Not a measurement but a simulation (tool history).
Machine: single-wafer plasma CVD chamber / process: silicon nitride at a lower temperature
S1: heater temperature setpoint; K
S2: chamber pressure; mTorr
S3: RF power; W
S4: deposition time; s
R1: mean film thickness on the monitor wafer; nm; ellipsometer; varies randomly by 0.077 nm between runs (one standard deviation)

run	hour	S1	S2	S3	S4	R1
1	0.0	608.15	1610	330	25.0	33.193
2	1.7	608.15	1800	335	25.0	34.410
3	8.3	608.15	1930	340	25.0	35.436
4	11.4	608.15	2020	345	25.0	36.329
5	15.0	608.15	2020	345	23.9	34.729
6	22.1	608.15	2180	345	23.9	35.352
7	27.2	608.15	2200	355	23.9	36.197

Run 8, settings as shown, results not yet in. Your forecast:
8	31.3	608.15	2210	360	23.9	?

Run 8 measured R1 36.700 nm.
